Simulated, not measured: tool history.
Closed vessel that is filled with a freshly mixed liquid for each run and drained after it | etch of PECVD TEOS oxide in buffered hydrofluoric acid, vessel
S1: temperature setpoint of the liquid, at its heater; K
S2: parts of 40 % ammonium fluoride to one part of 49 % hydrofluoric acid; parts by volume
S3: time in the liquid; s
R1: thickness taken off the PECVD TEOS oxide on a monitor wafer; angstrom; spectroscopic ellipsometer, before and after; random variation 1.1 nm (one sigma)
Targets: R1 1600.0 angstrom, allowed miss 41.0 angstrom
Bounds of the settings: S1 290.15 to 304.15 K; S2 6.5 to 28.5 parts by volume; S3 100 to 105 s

Run 1, hour 0.0: S1 296.15 K, S2 17.5 parts by volume, S3 100 s. Result: R1 1280.6 angstrom.
Run 2, hour 6.6: S1 296.15 K, S2 17.5 parts by volume, S3 100 s. Result: R1 1305.0 angstrom.
Run 3, hour 9.5: S1 297.15 K, S2 17.5 parts by volume, S3 100 s. Result: R1 1363.9 angstrom.
Run 4, hour 10.4: S1 297.15 K, S2 22.5 parts by volume, S3 100 s. Result: R1 1104.9 angstrom.
Run 5, hour 12.3: S1 298.65 K, S2 22.5 parts by volume, S3 100 s. Result: R1 1206.5 angstrom.
Run 6, hour 18.6: S1 299.65 K, S2 22.5 parts by volume, S3 100 s. Result: R1 1275.4 angstrom.
Run 7, hour 22.7: S1 300.65 K, S2 22.5 parts by volume, S3 100 s. Result: R1 1321.4 angstrom.
Run 8, hour 26.5: S1 301.15 K, S2 22.5 parts by volume, S3 100 s. Result: R1 1375.5 angstrom.
Run 9, hour 30.7: S1 301.65 K, S2 22.5 parts by volume, S3 100 s. Result: R1 1412.8 angstrom.
Run 10, hour 38.4: S1 302.15 K, S2 22.5 parts by volume, S3 100 s. Result: R1 1452.5 angstrom.
Run 11, hour 45.6: S1 302.65 K, S2 22.5 parts by volume, S3 100 s. Result: R1 1494.3 angstrom.
Run 12, hour 50.1: S1 303.15 K, S2 22.5 parts by volume, S3 100 s. Result: R1 1528.8 angstrom.

5 next moves are on the table. One of them brings every result within its allowed miss. Which?
Run A, hour 54.6: S1 304.15 K, S2 22.5 parts by volume, S3 105 s. Result: R1 ?.
Run B, hour 54.6: S1 302.65 K, S2 24.0 parts by volume, S3 105 s. Result: R1 ?.
Run C, hour 54.6: S1 301.65 K, S2 20.5 parts by volume, S3 100 s. Result: R1 ?.
Run D, hour 54.6: S1 304.15 K, S2 24.5 parts by volume, S3 100 s. Result: R1 ?.
Run E, hour 54.6: S1 302.65 K, S2 22.0 parts by volume, S3 105 s. Result: R1 ?.

move      R1
   A  1677.7
   B  1483.0
   C  1491.8
   D  1507.6
   E  1573.9
A: takes the result that was furthest off past its target
B: further off than the last run
C: further off than the last run
D: further off than the last run
E: meets every target
The right move is E.
